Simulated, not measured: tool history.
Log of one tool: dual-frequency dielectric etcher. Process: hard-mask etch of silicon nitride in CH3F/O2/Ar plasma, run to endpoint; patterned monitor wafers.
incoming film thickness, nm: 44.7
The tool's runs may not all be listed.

| run | day | source power (W) | bias power (W) | endpoint time (s) |
|---|---|---|---|---|
| 1 | 0.000 | 290 | 78 | 77.244 |
| 2 | 0.054 | 290 | 70 | 82.544 |
| 3 | 0.267 | 290 | 56 | 95.179 |
| 4 | 0.617 | 300 | 56 | 93.982 |
| 5 | 0.683 | 300 | 46 | 107.540 |
| 6 | 1.046 | 350 | 46 | 100.730 |
| 7 | 1.179 | 350 | 47 | 98.611 |

Run 8 comes next. What will it give?
| 8 | 1.500 | 360 | 48 | ? |

endpoint time (s): 95.771

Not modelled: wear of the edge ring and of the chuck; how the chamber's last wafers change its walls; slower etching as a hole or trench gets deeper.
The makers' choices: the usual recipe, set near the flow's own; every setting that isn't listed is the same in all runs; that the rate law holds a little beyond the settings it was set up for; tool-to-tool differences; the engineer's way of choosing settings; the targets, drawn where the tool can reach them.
